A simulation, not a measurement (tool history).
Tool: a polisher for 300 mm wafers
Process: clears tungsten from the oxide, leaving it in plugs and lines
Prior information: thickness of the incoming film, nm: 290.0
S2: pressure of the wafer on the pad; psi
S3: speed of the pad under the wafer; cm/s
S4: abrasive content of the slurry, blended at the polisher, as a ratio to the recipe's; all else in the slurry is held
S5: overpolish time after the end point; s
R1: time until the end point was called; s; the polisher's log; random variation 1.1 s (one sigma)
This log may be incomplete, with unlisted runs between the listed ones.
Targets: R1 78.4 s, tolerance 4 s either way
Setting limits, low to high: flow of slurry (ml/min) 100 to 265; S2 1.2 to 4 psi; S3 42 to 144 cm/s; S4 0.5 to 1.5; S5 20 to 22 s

Run 1, hour 0: flow of slurry (ml/min) 170, S2 2.6 psi, S3 92 cm/s, S4 1, S5 20 s. Result: R1 99.386 s.
Run 2, hour 2.7: flow of slurry (ml/min) 170, S2 2.6 psi, S3 92 cm/s, S4 0.85, S5 20 s. Result: R1 101.32 s.
Run 3, hour 9.2: flow of slurry (ml/min) 170, S2 2.7 psi, S3 92 cm/s, S4 0.85, S5 20 s. Result: R1 100.61 s.
Run 4, hour 11.3: flow of slurry (ml/min) 170, S2 2.5 psi, S3 92 cm/s, S4 0.85, S5 20 s. Result: R1 109.32 s.
Run 5, hour 19.8: flow of slurry (ml/min) 170, S2 2.5 psi, S3 92 cm/s, S4 0.95, S5 20 s. Result: R1 104.09 s.
Run 6, hour 23.8: flow of slurry (ml/min) 170, S2 2.5 psi, S3 92 cm/s, S4 0.95, S5 22 s. Result: R1 103.89 s.
Run 7, hour 31.8: flow of slurry (ml/min) 170, S2 2.6 psi, S3 92 cm/s, S4 0.95, S5 22 s. Result: R1 102.01 s.
Run 8, hour 39.3: flow of slurry (ml/min) 170, S2 2.7 psi, S3 92 cm/s, S4 0.95, S5 22 s. Result: R1 99.038 s.
Run 9, hour 47.5: flow of slurry (ml/min) 170, S2 2.8 psi, S3 92 cm/s, S4 0.95, S5 22 s. Result: R1 95.74 s.
Run 10, hour 49.4: flow of slurry (ml/min) 170, S2 2.9 psi, S3 92 cm/s, S4 0.95, S5 22 s. Result: R1 94.432 s.
Run 11, hour 54.7: flow of slurry (ml/min) 170, S2 2.9 psi, S3 92 cm/s, S4 0.95, S5 22 s. Result: R1 94.724 s.
Run 12, hour 55.7: flow of slurry (ml/min) 170, S2 3 psi, S3 92 cm/s, S4 0.95, S5 22 s. Result: R1 93.473 s.
Run 13, hour 61.9: flow of slurry (ml/min) 170, S2 3.1 psi, S3 92 cm/s, S4 0.95, S5 22 s. Result: R1 90.83 s.
Run 14, hour 62.5: flow of slurry (ml/min) 170, S2 3.2 psi, S3 92 cm/s, S4 0.95, S5 22 s. Result: R1 89.755 s.
Run 15, hour 67.2: flow of slurry (ml/min) 170, S2 3.3 psi, S3 92 cm/s, S4 0.95, S5 22 s. Result: R1 86.804 s.

5 next moves are on the table. One of them brings every result within its allowed miss. Which?
Run A, hour 71.9: flow of slurry (ml/min) 215, S2 3.9 psi, S3 74 cm/s, S4 1, S5 20 s. Result: R1 ?.
Run B, hour 71.9: flow of slurry (ml/min) 200, S2 3.9 psi, S3 86 cm/s, S4 0.95, S5 20 s. Result: R1 ?.
Run C, hour 71.9: flow of slurry (ml/min) 140, S2 3.2 psi, S3 90 cm/s, S4 0.9, S5 22 s. Result: R1 ?.
Run D, hour 71.9: flow of slurry (ml/min) 130, S2 3.4 psi, S3 80 cm/s, S4 0.85, S5 22 s. Result: R1 ?.
Run E, hour 71.9: flow of slurry (ml/min) 165, S2 3.1 psi, S3 94 cm/s, S4 0.9, S5 22 s. Result: R1 ?.

move      R1
   A  89.467
   B   79.17
   C  94.335
   D  104.43
   E  89.579
A: further off than the last run
B: all results in spec
C: further off than the last run
D: further off than the last run
E: further off than the last run
Correct choice: B, which meets every target
